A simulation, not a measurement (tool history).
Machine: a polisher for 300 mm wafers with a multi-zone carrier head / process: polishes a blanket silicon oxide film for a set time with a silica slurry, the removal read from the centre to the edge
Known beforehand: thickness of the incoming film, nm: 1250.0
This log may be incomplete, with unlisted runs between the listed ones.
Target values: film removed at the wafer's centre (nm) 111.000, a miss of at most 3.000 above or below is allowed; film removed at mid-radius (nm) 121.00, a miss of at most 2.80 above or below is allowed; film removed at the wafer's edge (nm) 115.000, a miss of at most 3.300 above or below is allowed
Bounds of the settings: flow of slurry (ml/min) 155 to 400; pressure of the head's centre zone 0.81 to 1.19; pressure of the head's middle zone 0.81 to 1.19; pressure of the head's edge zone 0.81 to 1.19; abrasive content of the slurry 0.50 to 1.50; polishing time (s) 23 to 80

run   hour  flow of slurry (ml/min)  pressure of the head's centre zone  pressure of the head's middle zone  pressure of the head's edge zone  abrasive content of the slurry  polishing time (s)  film removed at the wafer's centre (nm)  film removed at mid-radius (nm)  film removed at the wafer's edge (nm)
  1    0.0                      255                                1.00                                1.00                              1.00                            1.00                  51                                  190.910                           188.37                                189.430
  2    1.5                      250                                0.98                                1.00                              0.98                            0.90                  50                                  175.420                           176.52                                175.990
  3    9.1                      250                                0.98                                1.00                              0.98                            1.00                  50                                  184.030                           183.66                                187.430
  4   12.1                      255                                0.97                                1.00                              0.97                            0.90                  48                                  166.370                           166.47                                170.550
  5   13.0                      245                                0.96                                1.01                              0.95                            0.85                  47                                  156.580                           161.18                                162.440
  6   17.4                      245                                0.96                                1.01                              0.95                            1.00                  47                                  170.520                           174.30                                173.240
  7   23.8                      240                                0.95                                1.02                              0.93                            0.90                  46                                  156.150                           162.58                                158.110
      30.5  -- worn pad replaced by a new one
  8   30.5                      240                                0.95                                1.02                              0.93                            0.90                  46                                  167.960                           172.50                                170.890
  9   39.4                      250                                0.97                                1.04                              0.97                            0.85                  45                                  161.280                           167.58                                163.630
 10   46.6                      240                                0.96                                1.04                              0.94                            0.80                  44                                  149.460                           157.48                                152.930
 11   52.4                      235                                0.95                                1.04                              0.92                            0.75                  43                                  141.570                           148.60                                141.560
 12   61.0                      225                                0.93                                1.03                              0.90                            0.70                  43                                  132.000                           142.94                                134.100
 13   67.6                      215                                0.92                                1.01                              0.89                            0.70                  43                                  131.300                           140.31                                135.410
 14   71.5                      250                                0.89                                1.00                              0.85                            0.50                  39                                   95.773                           104.30                                101.480
 15   79.0                      240                                0.90                                1.01                              0.86                            0.50                  39                                   96.032                           104.07                                 98.363
 16   86.6                      230                                0.91                                1.02                              0.89                            0.50                  39                                   96.845                           105.95                                101.110
 17   88.4                      235                                0.92                                1.03                              0.90                            0.50                  39                                   98.215                           107.69                                100.640
 18   93.2                      240                                0.92                                1.03                              0.90                            0.55                  39                                  104.440                           113.64                                107.370
 19   99.6                      235                                0.92                                1.03                              0.91                            0.55                  39                                  104.540                           112.52                                107.360
 20  105.4                      225                                0.92                                1.03                              0.92                            0.55                  39                                  105.340                           112.11                                110.030
 21  109.3                      220                                0.92                                1.04                              0.92                            0.55                  39                                  102.680                           115.31                                108.880
 22  116.4                      290                                0.95                                1.06                              0.96                            0.55                  39                                  109.400                           116.58                                111.450

Which single option among these 4 for the next run brings every result within its allowed miss of target? Just one does.
  A  123.5                      250                                0.93                                1.04                              0.93                            0.70                  36                                        ?                                ?                                      ?
  B  123.5                      305                                0.96                                0.99                              1.00                            0.60                  38                                        ?                                ?                                      ?
  C  123.5                      280                                0.97                                1.12                              0.92                            0.50                  40                                        ?                                ?                                      ?
  D  123.5                      260                                0.98                                1.08                              1.09                            0.55                  38                                        ?                                ?                                      ?

move  film removed at the wafer's centre (nm)  film removed at mid-radius (nm)  film removed at the wafer's edge (nm)
   A                                  110.270                           121.77                                114.170
   B                                  111.990                           114.72                                115.800
   C                                  106.410                           119.79                                104.610
   D                                  107.510                           116.17                                113.830
A: all results land within tolerance of their targets
B: the biggest miss grows against the last run
C: the furthest-off result lands on target, but another misses its tolerance
D: the biggest miss grows against the last run
So the answer is move A, the one that meets all the targets.
